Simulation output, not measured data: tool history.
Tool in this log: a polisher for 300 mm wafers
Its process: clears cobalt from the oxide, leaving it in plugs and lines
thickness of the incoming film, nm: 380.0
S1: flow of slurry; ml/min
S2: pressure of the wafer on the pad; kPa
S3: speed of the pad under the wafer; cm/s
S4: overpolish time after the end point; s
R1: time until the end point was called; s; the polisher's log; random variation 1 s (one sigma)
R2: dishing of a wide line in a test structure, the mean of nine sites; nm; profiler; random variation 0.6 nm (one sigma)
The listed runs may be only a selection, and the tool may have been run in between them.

run  hour   S1    S2   S3  S4      R1      R2
  1     0  170  13.8  100  12  80.009  32.933
  2   3.9  170  13.8  100  15  83.954  37.502
  3   7.3  200  13.8  100  15  79.542  37.569
  4    13  200  14.5  100  15  76.206  38.793
  5  20.2  200  15.2  100  15   70.91  38.915
  6  26.1  200  15.2   80  15  86.464  35.618
  7  33.5  200  16.5   82  15  81.693  37.333
  8  35.7  205  17.9   84  15  72.291  38.907
  9  43.5  205  18.6   84  15   69.08  39.407
 10  47.9  205  19.3   84  15  68.574  40.293

Forecast run 11:
 11  51.4  210  20  86  15   ?   ?

{"run 11": {"R1": 62.314, "R2": 41.517}}

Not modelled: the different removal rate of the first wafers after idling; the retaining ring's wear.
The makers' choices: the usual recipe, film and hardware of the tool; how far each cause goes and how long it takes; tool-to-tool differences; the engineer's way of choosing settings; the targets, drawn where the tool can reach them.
